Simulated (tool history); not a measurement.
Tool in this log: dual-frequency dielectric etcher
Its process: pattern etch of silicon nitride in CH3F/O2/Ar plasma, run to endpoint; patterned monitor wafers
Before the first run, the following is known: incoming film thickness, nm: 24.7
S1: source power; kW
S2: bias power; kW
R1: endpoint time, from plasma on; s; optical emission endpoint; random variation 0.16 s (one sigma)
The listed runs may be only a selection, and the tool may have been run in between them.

| run | hour | S1 | S2 | R1 |
|---|---|---|---|---|
| 1 | 0.0 | 0.340 | 0.102 | 35.528 |
| 2 | 4.2 | 0.390 | 0.102 | 33.028 |
| 3 | 12.3 | 0.410 | 0.103 | 32.184 |
| 4 | 20.1 | 0.430 | 0.105 | 31.289 |
| 5 | 28.2 | 0.460 | 0.105 | 30.773 |
| 6 | 36.0 | 0.460 | 0.089 | 31.919 |
| 7 | 44.5 | 0.460 | 0.097 | 30.999 |
| 8 | 46.1 | 0.460 | 0.102 | 30.841 |
| 9 | 53.9 | 0.460 | 0.106 | 30.470 |

Run 10 has not been measured yet. What should we expect?
| 10 | 62.7 | 0.460 | 0.109 | ? |

{"run 10": {"R1": 30.05}}
